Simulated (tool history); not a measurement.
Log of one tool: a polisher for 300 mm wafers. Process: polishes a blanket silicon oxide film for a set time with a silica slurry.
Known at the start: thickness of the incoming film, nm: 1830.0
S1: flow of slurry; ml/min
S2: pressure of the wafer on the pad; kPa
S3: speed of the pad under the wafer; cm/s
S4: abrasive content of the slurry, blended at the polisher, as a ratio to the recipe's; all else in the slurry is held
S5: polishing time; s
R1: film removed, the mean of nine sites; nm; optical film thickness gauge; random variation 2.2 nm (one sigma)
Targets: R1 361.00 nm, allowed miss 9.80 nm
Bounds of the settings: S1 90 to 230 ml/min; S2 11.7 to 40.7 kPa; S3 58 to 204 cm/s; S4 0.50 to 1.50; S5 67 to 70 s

run 1 hour=0.0 | S1=150 S2=26.2 S3=130 S4=1.00 S5=67 | R1=221.37
run 2 hour=6.3 | S1=150 S2=26.2 S3=160 S4=1.00 S5=67 | R1=244.89
run 3 hour=12.8 | S1=180 S2=26.2 S3=160 S4=1.00 S5=67 | R1=251.10
run 4 hour=16.8 | S1=180 S2=29.0 S3=160 S4=1.00 S5=67 | R1=277.42
run 5 hour=18.7 | S1=180 S2=29.0 S3=160 S4=1.00 S5=70 | R1=293.07
run 6 hour=22.6 | S1=180 S2=30.3 S3=160 S4=1.00 S5=70 | R1=303.53
run 7 hour=29.3 | S1=180 S2=31.7 S3=160 S4=1.00 S5=70 | R1=314.89
run 8 hour=37.1 | S1=180 S2=33.1 S3=160 S4=1.00 S5=70 | R1=332.10
run 9 hour=46.0 | S1=180 S2=33.8 S3=160 S4=1.00 S5=70 | R1=338.73
run 10 hour=50.2 | S1=180 S2=34.5 S3=160 S4=1.00 S5=70 | R1=345.37

4 next moves are on the table. One of them brings every result within its allowed miss. Which?
run A hour=54.4 | S1=160 S2=39.3 S3=164 S4=0.85 S5=69 | R1=?
run B hour=54.4 | S1=230 S2=34.5 S3=138 S4=1.00 S5=67 | R1=?
run C hour=54.4 | S1=165 S2=35.2 S3=160 S4=0.85 S5=70 | R1=?
run D hour=54.4 | S1=230 S2=35.9 S3=160 S4=0.70 S5=70 | R1=?

move=A R1=363.23
move=B R1=320.17
move=C R1=328.02
move=D R1=323.00
A: meets every target
B: further off than the last run
C: further off than the last run
D: further off than the last run
Move A is the one to make.
